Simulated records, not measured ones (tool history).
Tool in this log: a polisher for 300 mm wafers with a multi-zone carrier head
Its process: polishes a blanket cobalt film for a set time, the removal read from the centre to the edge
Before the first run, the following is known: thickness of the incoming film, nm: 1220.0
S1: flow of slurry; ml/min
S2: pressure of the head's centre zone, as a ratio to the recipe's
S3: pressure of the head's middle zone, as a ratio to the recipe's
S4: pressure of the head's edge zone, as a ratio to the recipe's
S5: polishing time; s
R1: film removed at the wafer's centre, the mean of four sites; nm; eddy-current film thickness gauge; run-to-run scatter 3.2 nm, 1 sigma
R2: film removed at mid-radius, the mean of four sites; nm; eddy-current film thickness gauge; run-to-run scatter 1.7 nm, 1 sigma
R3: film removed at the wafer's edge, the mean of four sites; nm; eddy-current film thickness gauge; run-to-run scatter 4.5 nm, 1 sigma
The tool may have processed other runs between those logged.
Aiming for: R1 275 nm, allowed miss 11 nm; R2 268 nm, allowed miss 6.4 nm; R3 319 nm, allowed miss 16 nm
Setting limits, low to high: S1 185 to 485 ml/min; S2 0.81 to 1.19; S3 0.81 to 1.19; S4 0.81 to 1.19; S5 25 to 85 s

run 1 hour=0 | S1=310 S2=1 S3=1 S4=1 S5=55 | R1=356.65 R2=345.04 R3=363.5
run 2 hour=6.6 | S1=310 S2=1 S3=1 S4=1 S5=50 | R1=326.06 R2=316.05 R3=327.05
run 3 hour=13.2 | S1=300 S2=0.97 S3=0.96 S4=1.01 S5=50 | R1=315.59 R2=305.24 R3=324.09
run 4 hour=14.2 | S1=300 S2=1.01 S3=0.96 S4=1.01 S5=50 | R1=327.41 R2=304.59 R3=329.92
run 5 hour=20.3 | S1=225 S2=1.01 S3=0.96 S4=1.01 S5=50 | R1=321.84 R2=295.58 R3=321.56
run 6 hour=21.6 | S1=220 S2=0.98 S3=0.94 S4=1.03 S5=50 | R1=308.22 R2=293.46 R3=324.75
run 7 hour=26.5 | S1=205 S2=0.9 S3=0.84 S4=1.05 S5=48 | R1=271.55 R2=254.75 R3=324.89
run 8 hour=33 | S1=210 S2=0.9 S3=0.85 S4=1.05 S5=48 | R1=279.53 R2=260.08 R3=317.39
run 9 hour=37 | S1=220 S2=0.87 S3=0.88 S4=1.07 S5=48 | R1=260.43 R2=265.13 R3=323.67

Consider the 4 candidate settings below. Which is the only one whose results all fall within their allowed miss of target?
run A hour=41 | S1=225 S2=0.83 S3=0.94 S4=1.01 S5=47 | R1=? R2=? R3=?
run B hour=41 | S1=225 S2=0.84 S3=0.92 S4=0.98 S5=47 | R1=? R2=? R3=?
run C hour=41 | S1=195 S2=0.91 S3=0.89 S4=1.06 S5=48 | R1=? R2=? R3=?
run D hour=41 | S1=240 S2=0.83 S3=0.9 S4=1.1 S5=46 | R1=? R2=? R3=?

move=A R1=240.98 R2=274.91 R3=310.18
move=B R1=243.88 R2=270.34 R3=305.78
move=C R1=267.03 R2=266.35 R3=322.19
move=D R1=236.93 R2=261.22 R3=317.91
A: moves away from the targets compared with the last run
B: moves away from the targets compared with the last run
C: in spec on every target
D: moves away from the targets compared with the last run
The right move is C.

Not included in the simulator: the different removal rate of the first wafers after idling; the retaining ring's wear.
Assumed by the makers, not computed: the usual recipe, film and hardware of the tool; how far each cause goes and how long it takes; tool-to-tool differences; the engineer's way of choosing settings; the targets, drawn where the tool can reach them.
